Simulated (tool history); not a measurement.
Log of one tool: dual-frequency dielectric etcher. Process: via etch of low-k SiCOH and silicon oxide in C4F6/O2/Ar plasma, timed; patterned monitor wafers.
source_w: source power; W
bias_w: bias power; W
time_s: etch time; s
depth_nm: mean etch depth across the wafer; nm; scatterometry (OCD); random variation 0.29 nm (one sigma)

run	hour	source_w	bias_w	time_s	depth_nm
1	0	440	184	60.5	153.11
2	8.5	420	183	60.5	148.32
3	11.4	360	183	60.5	133.94
4	14.6	360	183	60.5	133.64
5	16.2	360	183	60.5	133.37
6	22.6	320	183	60.5	122.01
7	29.3	330	183	60.5	125.46
8	31.6	330	183	60.5	125.65

The next listed run, before its measurement:
9	32.7	340	183	60.5	?

{"run 9": {"depth_nm": 128.13}}

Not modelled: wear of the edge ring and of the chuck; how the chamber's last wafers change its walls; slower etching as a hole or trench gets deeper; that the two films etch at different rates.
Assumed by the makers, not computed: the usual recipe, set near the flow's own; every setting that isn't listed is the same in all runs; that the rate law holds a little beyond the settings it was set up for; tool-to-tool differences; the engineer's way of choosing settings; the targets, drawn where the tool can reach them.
